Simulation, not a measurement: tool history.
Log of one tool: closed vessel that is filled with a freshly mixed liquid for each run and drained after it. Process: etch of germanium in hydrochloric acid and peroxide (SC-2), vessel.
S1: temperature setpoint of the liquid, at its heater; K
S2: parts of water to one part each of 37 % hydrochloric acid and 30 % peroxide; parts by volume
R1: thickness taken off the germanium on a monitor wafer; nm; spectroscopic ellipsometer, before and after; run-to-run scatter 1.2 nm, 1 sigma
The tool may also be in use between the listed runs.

run 1 hour=0 | S1=325.15 S2=6.5 time_in_the_liquid_(s)=85 | R1=252.18
run 2 hour=4.5 | S1=326.15 S2=6.5 time_in_the_liquid_(s)=85 | R1=261.38
run 3 hour=10.5 | S1=326.15 S2=6.5 time_in_the_liquid_(s)=95 | R1=292.89
run 4 hour=19.3 | S1=322.65 S2=6.5 time_in_the_liquid_(s)=95 | R1=263
run 5 hour=25 | S1=322.65 S2=6.5 time_in_the_liquid_(s)=95 | R1=261.79
run 6 hour=29.5 | S1=322.65 S2=6.5 time_in_the_liquid_(s)=95 | R1=261.45
run 7 hour=33.2 | S1=323.65 S2=6.5 time_in_the_liquid_(s)=95 | R1=270.58

Run 8 is up next; what results do you expect?
run 8 hour=41.7 | S1=324.65 S2=6.5 time_in_the_liquid_(s)=95 | R1=?

R1: 280.3 nm
